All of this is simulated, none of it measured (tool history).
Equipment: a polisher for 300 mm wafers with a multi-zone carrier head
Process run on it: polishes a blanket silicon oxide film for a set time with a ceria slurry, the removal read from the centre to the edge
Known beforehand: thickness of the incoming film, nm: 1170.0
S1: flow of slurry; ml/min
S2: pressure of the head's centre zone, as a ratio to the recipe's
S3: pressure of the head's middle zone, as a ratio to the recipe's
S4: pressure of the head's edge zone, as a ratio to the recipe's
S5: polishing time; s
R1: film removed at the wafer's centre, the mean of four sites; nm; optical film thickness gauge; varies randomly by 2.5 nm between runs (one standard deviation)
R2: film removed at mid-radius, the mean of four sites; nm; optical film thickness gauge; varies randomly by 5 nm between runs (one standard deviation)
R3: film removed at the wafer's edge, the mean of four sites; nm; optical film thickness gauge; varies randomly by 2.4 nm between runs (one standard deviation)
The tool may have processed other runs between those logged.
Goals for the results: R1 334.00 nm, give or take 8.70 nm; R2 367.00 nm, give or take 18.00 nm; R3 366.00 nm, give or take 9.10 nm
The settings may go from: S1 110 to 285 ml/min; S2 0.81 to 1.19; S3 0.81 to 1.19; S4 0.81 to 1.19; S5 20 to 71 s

Run 1, hour 0.0: S1 180 ml/min, S2 1.00, S3 1.00, S4 1.00, S5 45 s. Result: R1 295.66 nm, R2 293.09 nm, R3 292.23 nm.
Run 2, hour 8.3: S1 180 ml/min, S2 0.94, S3 1.00, S4 1.00, S5 45 s. Result: R1 280.61 nm, R2 286.16 nm, R3 291.48 nm.
Run 3, hour 16.5: S1 140 ml/min, S2 0.94, S3 1.00, S4 1.00, S5 45 s. Result: R1 269.83 nm, R2 279.50 nm, R3 277.65 nm.
Run 4, hour 20.9: S1 140 ml/min, S2 0.90, S3 1.00, S4 1.00, S5 45 s. Result: R1 255.77 nm, R2 282.95 nm, R3 279.88 nm.
Run 5, hour 27.9: S1 140 ml/min, S2 0.90, S3 1.00, S4 1.03, S5 45 s. Result: R1 254.49 nm, R2 280.70 nm, R3 284.86 nm.
Run 6, hour 33.6: S1 180 ml/min, S2 0.90, S3 1.00, S4 1.03, S5 45 s. Result: R1 268.39 nm, R2 295.29 nm, R3 293.76 nm.
Run 7, hour 36.9: S1 205 ml/min, S2 0.92, S3 1.01, S4 1.08, S5 46 s. Result: R1 288.43 nm, R2 309.15 nm, R3 312.73 nm.
Run 8, hour 44.4: S1 220 ml/min, S2 0.92, S3 1.02, S4 1.11, S5 47 s. Result: R1 298.44 nm, R2 326.86 nm, R3 329.10 nm.

Exactly one of the 4 candidate moves below puts every result within its allowed miss. Which one?
Run A, hour 51.9: S1 220 ml/min, S2 1.12, S3 1.00, S4 1.01, S5 44 s. Result: R1 ?, R2 ?, R3 ?.
Run B, hour 51.9: S1 235 ml/min, S2 0.95, S3 1.09, S4 1.18, S5 51 s. Result: R1 ?, R2 ?, R3 ?.
Run C, hour 51.9: S1 245 ml/min, S2 1.09, S3 0.95, S4 1.04, S5 46 s. Result: R1 ?, R2 ?, R3 ?.
Run D, hour 51.9: S1 270 ml/min, S2 1.01, S3 0.86, S4 1.06, S5 44 s. Result: R1 ?, R2 ?, R3 ?.

move      R1      R2      R3
   A  331.00  300.39  291.40
   B  336.73  371.72  367.44
   C  343.31  308.39  312.53
   D  311.37  280.72  304.68
A: the furthest-off result lands on target, but another misses its tolerance
B: every result lands within tolerance
C: takes the biggest miss from the last run beyond its target
D: the biggest miss grows against the last run
So the answer is move B, the one that meets all the targets.
